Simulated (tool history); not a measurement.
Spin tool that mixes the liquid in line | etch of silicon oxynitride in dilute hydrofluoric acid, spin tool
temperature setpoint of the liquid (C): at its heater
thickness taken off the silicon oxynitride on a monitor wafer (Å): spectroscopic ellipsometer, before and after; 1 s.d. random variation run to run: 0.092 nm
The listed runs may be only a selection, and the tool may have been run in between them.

run	day	temperature setpoint of the liquid (C)	parts of water to one part of 49 % hydrofluoric acid (parts by volume)	time under the liquid (s)	thickness taken off the silicon oxynitride on a monitor wafer (Å)
1	0	22	160	280	72.612
2	0.35	22	105	280	114.9
3	0.504	22	70	280	178.4
4	0.592	21	70	280	168.81
5	0.771	20	70	280	160.89
6	0.871	20	70	300	172.19
7	1.121	19.5	70	300	166.52
8	1.446	19	70	300	162.31

Expected results for the next run?
9	1.679	18.5	70	300	?

{"run 9": {"thickness taken off the silicon oxynitride on a monitor wafer (Å)": 157.94}}
